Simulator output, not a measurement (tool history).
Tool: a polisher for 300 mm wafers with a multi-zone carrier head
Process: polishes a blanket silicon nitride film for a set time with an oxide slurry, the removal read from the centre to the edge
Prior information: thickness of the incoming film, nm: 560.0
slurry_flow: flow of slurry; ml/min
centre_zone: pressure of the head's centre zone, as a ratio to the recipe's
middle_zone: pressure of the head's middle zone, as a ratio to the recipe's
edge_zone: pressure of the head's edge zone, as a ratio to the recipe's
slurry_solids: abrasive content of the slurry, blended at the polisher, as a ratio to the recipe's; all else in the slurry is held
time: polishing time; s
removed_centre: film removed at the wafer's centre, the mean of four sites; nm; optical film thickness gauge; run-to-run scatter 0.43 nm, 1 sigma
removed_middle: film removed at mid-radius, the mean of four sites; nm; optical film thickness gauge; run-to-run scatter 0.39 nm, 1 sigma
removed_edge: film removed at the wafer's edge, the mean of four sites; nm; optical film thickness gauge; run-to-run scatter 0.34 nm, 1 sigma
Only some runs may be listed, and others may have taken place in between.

run  hour  slurry_flow  centre_zone  middle_zone  edge_zone  slurry_solids  time  removed_centre  removed_middle  removed_edge
  1   0.0          170         1.00         1.00       1.00            1.0    82          53.431          53.011        54.545
  2   1.5          170         1.00         1.00       1.05            1.0    82          53.645          52.346        55.285
  3   5.6          155         0.97         1.01       1.02            1.0    82          50.997          52.110        54.312
  4  10.9          155         0.97         1.01       1.02            1.0    74          46.778          46.638        48.444
  5  16.1          155         0.90         1.01       1.02            1.0    74          42.104          47.618        49.108
  6  23.2          165         0.91         1.02       1.02            1.0    74          43.953          48.479        50.253
  7  28.7          170         0.91         1.03       1.01            1.0    74          44.865          48.583        49.386
  8  33.1          170         0.90         1.04       1.01            1.0    74          43.277          49.053        48.797

Run 9, settings as shown, results not yet in. Your forecast:
  9  40.2          175         0.90         1.04       1.02            1.0    74               ?               ?             ?

Logged for run 9: removed_centre 43.066 nm, removed_middle 48.772 nm, removed_edge 50.119 nm.
